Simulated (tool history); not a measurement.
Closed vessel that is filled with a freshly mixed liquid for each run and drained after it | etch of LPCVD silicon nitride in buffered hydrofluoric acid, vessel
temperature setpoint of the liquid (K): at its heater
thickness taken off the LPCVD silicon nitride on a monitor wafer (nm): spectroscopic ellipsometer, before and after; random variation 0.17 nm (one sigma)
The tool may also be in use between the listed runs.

| run | hour | temperature setpoint of the liquid (K) | parts of 40 % ammonium fluoride to one part of 49 % hydrofluoric acid (parts by volume) | time in the liquid (s) | thickness taken off the LPCVD silicon nitride on a monitor wafer (nm) |
|---|---|---|---|---|---|
| 1 | 0.0 | 294.15 | 21.5 | 2905 | 14.142 |
| 2 | 5.4 | 294.15 | 27.0 | 2905 | 12.061 |
| 3 | 13.1 | 296.65 | 21.0 | 2965 | 16.947 |
| 4 | 20.2 | 299.65 | 21.0 | 2965 | 19.707 |
| 5 | 27.7 | 300.65 | 17.0 | 3005 | 25.667 |
| 6 | 37.5 | 300.65 | 17.0 | 2905 | 24.740 |
| 7 | 42.2 | 301.15 | 14.5 | 2905 | 30.003 |
| 8 | 47.6 | 301.65 | 13.0 | 2905 | 34.180 |
| 9 | 50.3 | 301.65 | 12.5 | 2905 | 35.600 |
| 10 | 57.8 | 301.65 | 12.0 | 2905 | 37.018 |
| 11 | 65.7 | 302.15 | 10.5 | 2905 | 43.813 |

The next listed run, before its measurement:
| 12 | 71.5 | 301.65 | 10.5 | 2905 | ? |

thickness taken off the LPCVD silicon nitride on a monitor wafer (nm): 42.294
